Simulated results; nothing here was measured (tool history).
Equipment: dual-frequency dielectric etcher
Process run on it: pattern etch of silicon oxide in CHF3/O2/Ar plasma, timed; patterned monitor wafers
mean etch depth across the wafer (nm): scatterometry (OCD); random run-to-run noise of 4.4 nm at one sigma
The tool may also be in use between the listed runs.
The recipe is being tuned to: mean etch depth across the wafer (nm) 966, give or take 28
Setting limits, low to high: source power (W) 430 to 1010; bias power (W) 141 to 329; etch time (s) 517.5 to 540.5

run	hour	source power (W)	bias power (W)	etch time (s)	mean etch depth across the wafer (nm)
1	0	720	235	517.5	1294.9
2	1.2	810	235	517.5	1345.1
3	10.2	810	207	517.5	1253.8
4	13.4	740	207	517.5	1219.5
5	18.1	710	199	517.5	1165.8
# hour 26: wet clean of the chamber
6	26	710	225	517.5	1221.4
7	26.8	680	221	517.5	1193.5
8	29.7	650	217	517.5	1155.5

Next run, 4 choices. One meets every target within its allowed miss, the rest don't. Which?
A	32.6	500	214	517.5	?
B	32.6	690	195	517.5	?
C	32.6	620	191	517.5	?
D	32.6	610	169	517.5	?

move	mean etch depth across the wafer (nm)
A	1057.4
B	1109.5
C	1058.1
D	975.49
A: closer than the last run, but not yet in spec
B: closer than the last run, but not yet in spec
C: closer than the last run, but not yet in spec
D: in spec on every target
D meets every target.
